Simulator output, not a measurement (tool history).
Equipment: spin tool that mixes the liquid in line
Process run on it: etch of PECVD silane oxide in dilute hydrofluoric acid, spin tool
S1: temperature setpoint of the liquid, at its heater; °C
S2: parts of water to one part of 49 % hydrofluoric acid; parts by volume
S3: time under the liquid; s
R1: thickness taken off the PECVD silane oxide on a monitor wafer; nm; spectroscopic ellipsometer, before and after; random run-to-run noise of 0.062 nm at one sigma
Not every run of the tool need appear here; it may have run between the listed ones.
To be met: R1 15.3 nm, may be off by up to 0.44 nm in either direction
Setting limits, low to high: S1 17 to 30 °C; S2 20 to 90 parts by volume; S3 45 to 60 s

| run | hour | S1 | S2 | S3 | R1 |
|---|---|---|---|---|---|
| 1 | 0 | 22 | 50 | 60 | 21.949 |
| 2 | 2.2 | 20 | 50 | 60 | 20.047 |
| 3 | 3.7 | 20 | 50 | 60 | 20.221 |
| 4 | 10.1 | 22 | 50 | 60 | 22.024 |
| 5 | 13.5 | 21 | 50 | 60 | 21.088 |
| 6 | 15.2 | 21 | 30 | 60 | 36.077 |
| 7 | 23.2 | 20 | 35 | 60 | 29.415 |
| 8 | 32 | 17 | 55 | 60 | 16.155 |
| 9 | 40.2 | 17 | 55 | 55 | 14.667 |

Which single option among these 4 for the next run brings every result within its allowed miss of target? Just one does.
| A | 48.4 | 18 | 55 | 60 | ? |
| B | 48.4 | 21.5 | 60 | 55 | ? |
| C | 48.4 | 18 | 50 | 50 | ? |
| D | 48.4 | 20 | 60 | 50 | ? |

| move | R1 |
|---|---|
| A | 16.641 |
| B | 16.121 |
| C | 15.341 |
| D | 13.762 |
A: the result that was furthest off in the last run now lies on the other side of its target
B: the result that was furthest off in the last run now lies on the other side of its target
C: in spec on every target
D: the biggest miss grows against the last run
The move that meets every target is C.
